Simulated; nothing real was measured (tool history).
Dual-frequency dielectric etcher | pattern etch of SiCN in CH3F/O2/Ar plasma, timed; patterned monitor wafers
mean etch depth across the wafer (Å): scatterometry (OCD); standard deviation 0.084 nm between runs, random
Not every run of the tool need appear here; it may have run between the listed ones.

run	day	source power (W)	bias power (W)	etch time (s)	mean etch depth across the wafer (Å)
1	0.000	340	63	70.0	243.35
2	0.204	370	64	70.0	252.66
3	0.258	370	74	70.0	266.40
4	0.283	370	69	70.0	258.92
5	0.546	370	69	64.0	237.66
6	0.738	390	74	64.5	250.21
7	0.992	400	78	65.0	259.92

For run 8, what comes out?
8	1.362	410	81	65.0	?

mean etch depth across the wafer (Å): 265.58
